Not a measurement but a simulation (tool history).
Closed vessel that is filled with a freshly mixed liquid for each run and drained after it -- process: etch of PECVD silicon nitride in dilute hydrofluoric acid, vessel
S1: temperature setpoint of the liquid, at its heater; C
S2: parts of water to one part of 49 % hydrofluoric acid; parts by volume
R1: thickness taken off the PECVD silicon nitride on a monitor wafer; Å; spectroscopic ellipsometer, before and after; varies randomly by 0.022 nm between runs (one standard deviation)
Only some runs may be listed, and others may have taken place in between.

{"run": 1, "hour": 0.0, "S1": 24.0, "S2": 250, "time in the liquid (s)": 800, "R1": 69.141}
{"run": 2, "hour": 7.0, "S1": 24.0, "S2": 250, "time in the liquid (s)": 800, "R1": 69.41}
{"run": 3, "hour": 10.0, "S1": 26.0, "S2": 250, "time in the liquid (s)": 800, "R1": 79.566}
{"run": 4, "hour": 15.5, "S1": 28.0, "S2": 250, "time in the liquid (s)": 800, "R1": 88.068}
{"run": 5, "hour": 24.4, "S1": 26.5, "S2": 250, "time in the liquid (s)": 800, "R1": 82.14}
{"run": 6, "hour": 33.1, "S1": 23.0, "S2": 250, "time in the liquid (s)": 800, "R1": 65.325}
{"run": 7, "hour": 36.6, "S1": 21.5, "S2": 280, "time in the liquid (s)": 800, "R1": 53.648}

Predict the results of run 8:
{"run": 8, "hour": 41.7, "S1": 20.0, "S2": 305, "time in the liquid (s)": 800, "R1": "?"}

Run 8 measured R1 44.508 Å.
